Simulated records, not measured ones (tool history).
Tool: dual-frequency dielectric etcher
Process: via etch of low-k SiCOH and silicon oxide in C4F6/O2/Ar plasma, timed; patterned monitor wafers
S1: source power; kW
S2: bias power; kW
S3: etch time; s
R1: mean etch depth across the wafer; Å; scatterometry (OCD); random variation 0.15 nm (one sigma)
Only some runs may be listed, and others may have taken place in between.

| run | hour | S1 | S2 | S3 | R1 |
|---|---|---|---|---|---|
| 1 | 0 | 0.25 | 0.208 | 34 | 630.78 |
| 2 | 3.3 | 0.22 | 0.208 | 34 | 607.56 |
| 3 | 8.2 | 0.22 | 0.208 | 34 | 607.54 |
| 4 | 10.2 | 0.25 | 0.216 | 34 | 639.63 |
| 5 | 15.6 | 0.25 | 0.233 | 34 | 662.09 |
| 6 | 23.7 | 0.25 | 0.233 | 31 | 602.34 |
| 7 | 27.4 | 0.27 | 0.248 | 31.5 | 642.77 |

Predict the results of run 8:
| 8 | 31.7 | 0.29 | 0.259 | 31.5 | ? |

Run 8 produced R1 668.26 Å.
